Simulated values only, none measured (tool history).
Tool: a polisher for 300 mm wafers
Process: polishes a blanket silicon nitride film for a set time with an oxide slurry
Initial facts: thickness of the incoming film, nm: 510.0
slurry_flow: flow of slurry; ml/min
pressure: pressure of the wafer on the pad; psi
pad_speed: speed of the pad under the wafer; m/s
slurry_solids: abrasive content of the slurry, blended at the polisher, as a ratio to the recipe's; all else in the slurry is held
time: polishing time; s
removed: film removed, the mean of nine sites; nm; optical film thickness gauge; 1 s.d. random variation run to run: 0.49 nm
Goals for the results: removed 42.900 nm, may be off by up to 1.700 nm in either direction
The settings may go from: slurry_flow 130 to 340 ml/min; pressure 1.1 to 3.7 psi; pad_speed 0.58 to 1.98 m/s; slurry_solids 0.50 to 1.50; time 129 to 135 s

| run | day | slurry_flow | pressure | pad_speed | slurry_solids | time | removed |
|---|---|---|---|---|---|---|---|
| 1 | 0.000 | 220 | 2.4 | 1.28 | 1.00 | 129 | 67.327 |
| 2 | 0.175 | 220 | 2.2 | 1.28 | 1.00 | 129 | 62.092 |
| 3 | 0.217 | 220 | 2.2 | 1.28 | 1.15 | 129 | 64.523 |
| 4 | 0.533 | 220 | 2.0 | 1.28 | 1.15 | 129 | 60.102 |
| 5 | 0.650 | 260 | 2.0 | 1.28 | 1.15 | 129 | 60.555 |
| 6 | 0.908 | 260 | 1.8 | 1.28 | 1.15 | 129 | 55.370 |
| 7 | 1.162 | 260 | 1.7 | 1.28 | 1.15 | 129 | 51.889 |
| 8 | 1.425 | 260 | 1.6 | 1.28 | 1.15 | 129 | 49.158 |

Consider the 5 candidate settings below. Which is the only one whose results all fall within their allowed miss of target?
| A | 1.688 | 250 | 1.6 | 0.94 | 1.00 | 129 | ? |
| B | 1.688 | 340 | 1.4 | 1.34 | 1.20 | 129 | ? |
| C | 1.688 | 235 | 1.3 | 1.10 | 1.10 | 134 | ? |
| D | 1.688 | 220 | 1.4 | 1.24 | 1.20 | 129 | ? |
| E | 1.688 | 255 | 1.8 | 1.12 | 0.95 | 129 | ? |

| move | removed |
|---|---|
| A | 40.387 |
| B | 46.514 |
| C | 38.256 |
| D | 43.042 |
| E | 47.731 |
A: carries the result that was furthest off beyond its target, to the other side
B: closes in on the targets versus the last run, not all within tolerance yet
C: carries the result that was furthest off beyond its target, to the other side
D: every result within its allowed miss
E: closes in on the targets versus the last run, not all within tolerance yet
So the answer is move D, the one that meets all the targets.

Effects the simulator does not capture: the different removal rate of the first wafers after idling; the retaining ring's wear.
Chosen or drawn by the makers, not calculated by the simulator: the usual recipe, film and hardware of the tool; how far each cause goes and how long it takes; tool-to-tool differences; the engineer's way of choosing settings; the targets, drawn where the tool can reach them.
